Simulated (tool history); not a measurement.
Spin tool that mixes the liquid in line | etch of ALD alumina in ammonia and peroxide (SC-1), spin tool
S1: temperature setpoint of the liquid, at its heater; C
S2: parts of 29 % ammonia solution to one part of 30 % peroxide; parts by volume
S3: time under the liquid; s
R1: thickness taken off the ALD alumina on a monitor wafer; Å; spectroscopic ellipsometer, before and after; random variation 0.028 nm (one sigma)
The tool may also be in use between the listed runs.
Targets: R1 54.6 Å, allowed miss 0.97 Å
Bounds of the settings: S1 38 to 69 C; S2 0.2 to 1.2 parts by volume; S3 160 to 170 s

{"run": 1, "hour": 0.0, "S1": 53, "S2": 0.7, "S3": 160, "R1": 93.979}
{"run": 2, "hour": 3.4, "S1": 53, "S2": 0.7, "S3": 170, "R1": 100.21}
{"run": 3, "hour": 11.4, "S1": 51.5, "S2": 0.7, "S3": 170, "R1": 91.546}
{"run": 4, "hour": 20.4, "S1": 50.5, "S2": 0.7, "S3": 170, "R1": 86.565}
{"run": 5, "hour": 26.8, "S1": 49.5, "S2": 0.7, "S3": 170, "R1": 82.393}
{"run": 6, "hour": 29.8, "S1": 48.5, "S2": 0.7, "S3": 170, "R1": 78.429}
{"run": 7, "hour": 37.8, "S1": 47.5, "S2": 0.7, "S3": 170, "R1": 73.674}
{"run": 8, "hour": 39.8, "S1": 47, "S2": 0.7, "S3": 170, "R1": 72.085}
{"run": 9, "hour": 41.5, "S1": 46.5, "S2": 0.7, "S3": 170, "R1": 69.713}
{"run": 10, "hour": 44.1, "S1": 46, "S2": 0.7, "S3": 170, "R1": 67.632}
{"run": 11, "hour": 47.2, "S1": 45.5, "S2": 0.7, "S3": 170, "R1": 66.585}
{"run": 12, "hour": 52.2, "S1": 45, "S2": 0.7, "S3": 170, "R1": 63.701}
{"run": 13, "hour": 54.4, "S1": 44.5, "S2": 0.7, "S3": 170, "R1": 62.131}
{"run": 14, "hour": 56.2, "S1": 44, "S2": 0.7, "S3": 170, "R1": 60.805}
{"run": 15, "hour": 62.3, "S1": 43.5, "S2": 0.7, "S3": 170, "R1": 58.864}

5 next moves are on the table. One of them brings every result within its allowed miss. Which?
{"run": "A", "hour": 68.4, "S1": 45.5, "S2": 0.65, "S3": 160, "R1": "?"}
{"run": "B", "hour": 68.4, "S1": 43.5, "S2": 0.8, "S3": 160, "R1": "?"}
{"run": "C", "hour": 68.4, "S1": 43.5, "S2": 0.85, "S3": 160, "R1": "?"}
{"run": "D", "hour": 68.4, "S1": 42, "S2": 0.8, "S3": 170, "R1": "?"}
{"run": "E", "hour": 68.4, "S1": 42.5, "S2": 0.95, "S3": 170, "R1": "?"}

move=A R1=61.489
move=B R1=55.945
move=C R1=56.271
move=D R1=54.5
move=E R1=57.036
A: further off than the last run
B: nearer than the last run, and not there yet
C: nearer than the last run, and not there yet
D: meets every target
E: nearer than the last run, and not there yet
The right move is D.
